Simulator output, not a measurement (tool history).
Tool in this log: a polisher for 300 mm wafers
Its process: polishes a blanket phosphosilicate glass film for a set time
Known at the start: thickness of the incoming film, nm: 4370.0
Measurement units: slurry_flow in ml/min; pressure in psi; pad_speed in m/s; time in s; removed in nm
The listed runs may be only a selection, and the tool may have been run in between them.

| run | hour | slurry_flow | pressure | pad_speed | slurry_solids | time | removed |
|---|---|---|---|---|---|---|---|
| 1 | 0 | 160 | 3 | 1.14 | 1 | 77 | 632.99 |
| 2 | 8.3 | 160 | 3 | 1.14 | 0.9 | 77 | 581.28 |
| 3 | 11.1 | 160 | 3 | 1.14 | 0.9 | 77 | 572.77 |
| 4 | 19.4 | 135 | 3 | 1.14 | 0.9 | 77 | 555.95 |
| 5 | 21.8 | 130 | 2.7 | 1.14 | 0.9 | 77 | 511.25 |
| 6 | 25.7 | 130 | 2.7 | 0.96 | 0.9 | 77 | 449.4 |
| 7 | 29.2 | 125 | 2.5 | 0.96 | 0.9 | 77 | 421.17 |

Predict the results of run 8:
| 8 | 37.3 | 120 | 1.9 | 0.94 | 0.9 | 77 | ? |

{"run 8": {"removed": 326.06}}

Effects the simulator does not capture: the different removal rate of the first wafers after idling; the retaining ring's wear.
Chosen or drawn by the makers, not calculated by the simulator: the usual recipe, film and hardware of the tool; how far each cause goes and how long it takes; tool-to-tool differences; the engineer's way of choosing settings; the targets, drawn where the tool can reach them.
